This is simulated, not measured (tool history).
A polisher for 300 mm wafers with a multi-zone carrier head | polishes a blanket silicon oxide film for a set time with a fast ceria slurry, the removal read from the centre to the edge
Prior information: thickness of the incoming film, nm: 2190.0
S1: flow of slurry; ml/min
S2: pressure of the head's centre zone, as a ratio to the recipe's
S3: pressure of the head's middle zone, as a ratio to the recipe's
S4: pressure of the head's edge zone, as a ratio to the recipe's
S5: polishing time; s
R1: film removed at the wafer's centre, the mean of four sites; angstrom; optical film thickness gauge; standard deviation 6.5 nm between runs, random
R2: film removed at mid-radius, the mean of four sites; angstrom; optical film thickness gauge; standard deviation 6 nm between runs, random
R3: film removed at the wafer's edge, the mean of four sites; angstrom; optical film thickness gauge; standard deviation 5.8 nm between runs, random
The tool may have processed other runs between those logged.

{"run": 1, "day": 0.0, "S1": 140, "S2": 1.0, "S3": 1.0, "S4": 1.0, "S5": 45, "R1": 8157.7, "R2": 7964.7, "R3": 8220.6}
{"run": 2, "day": 0.371, "S1": 140, "S2": 1.07, "S3": 1.0, "S4": 1.0, "S5": 45, "R1": 9002.9, "R2": 8050.4, "R3": 8185.8}
{"run": 3, "day": 0.583, "S1": 140, "S2": 1.07, "S3": 1.0, "S4": 1.0, "S5": 39, "R1": 7651.2, "R2": 7148.8, "R3": 7197.9}
{"run": 4, "day": 0.725, "S1": 140, "S2": 1.07, "S3": 1.0, "S4": 1.08, "S5": 39, "R1": 7675.8, "R2": 7131.5, "R3": 7422.2}
{"run": 5, "day": 0.867, "S1": 140, "S2": 1.07, "S3": 1.0, "S4": 1.02, "S5": 39, "R1": 7580.9, "R2": 6991.2, "R3": 7168.7}
{"run": 6, "day": 1.204, "S1": 140, "S2": 1.12, "S3": 1.0, "S4": 1.02, "S5": 39, "R1": 7884.4, "R2": 6984.0, "R3": 7301.7}
{"run": 7, "day": 1.404, "S1": 135, "S2": 1.13, "S3": 0.98, "S4": 0.99, "S5": 35, "R1": 7213.3, "R2": 6237.5, "R3": 6504.8}
{"run": 8, "day": 1.496, "S1": 130, "S2": 1.13, "S3": 0.97, "S4": 0.97, "S5": 32, "R1": 6557.1, "R2": 5605.7, "R3": 5689.7}
{"run": 9, "day": 1.754, "S1": 125, "S2": 1.1, "S3": 0.94, "S4": 0.96, "S5": 31, "R1": 6040.5, "R2": 5235.7, "R3": 5502.0}
{"run": 10, "day": 1.854, "S1": 120, "S2": 1.09, "S3": 0.92, "S4": 0.94, "S5": 30, "R1": 5686.5, "R2": 4940.4, "R3": 5292.0}
{"run": 11, "day": 2.042, "S1": 115, "S2": 1.09, "S3": 0.91, "S4": 0.92, "S5": 29, "R1": 5479.9, "R2": 4634.0, "R3": 4940.8}
{"run": 12, "day": 2.167, "S1": 110, "S2": 1.08, "S3": 0.9, "S4": 0.9, "S5": 29, "R1": 5301.4, "R2": 4557.5, "R3": 5015.9}
{"run": 13, "day": 2.412, "S1": 115, "S2": 1.08, "S3": 0.9, "S4": 0.89, "S5": 28, "R1": 5213.4, "R2": 4569.5, "R3": 4582.1}
{"run": 14, "day": 2.608, "S1": 110, "S2": 1.08, "S3": 0.89, "S4": 0.88, "S5": 28, "R1": 5141.0, "R2": 4350.5, "R3": 4671.5}
{"run": 15, "day": 2.946, "S1": 110, "S2": 1.08, "S3": 0.89, "S4": 0.87, "S5": 28, "R1": 5076.6, "R2": 4498.5, "R3": 4585.8}
{"run": 16, "day": 3.15, "S1": 95, "S2": 1.08, "S3": 0.82, "S4": 0.86, "S5": 26, "R1": 4504.3, "R2": 3666.7, "R3": 4162.8}
{"run": 17, "day": 3.346, "S1": 100, "S2": 1.08, "S3": 0.83, "S4": 0.86, "S5": 26, "R1": 4536.6, "R2": 3796.7, "R3": 4238.8}
{"run": 18, "day": 3.679, "S1": 105, "S2": 1.08, "S3": 0.83, "S4": 0.86, "S5": 26, "R1": 4701.3, "R2": 3807.6, "R3": 4131.3}
{"run": 19, "day": 3.825, "S1": 105, "S2": 1.06, "S3": 0.87, "S4": 0.89, "S5": 28, "R1": 4948.4, "R2": 4374.6, "R3": 4661.0}
{"run": 20, "day": 3.892, "S1": 105, "S2": 1.06, "S3": 0.86, "S4": 0.88, "S5": 28, "R1": 4923.8, "R2": 4226.9, "R3": 4620.4}

Estimate the outcome of run 21 from the log above:
{"run": 21, "day": 4.133, "S1": 105, "S2": 1.06, "S3": 0.86, "S4": 0.87, "S5": 28, "R1": "?", "R2": "?", "R3": "?"}

Logged for run 21: R1 4929.8 angstrom, R2 4164.6 angstrom, R3 4536.3 angstrom.
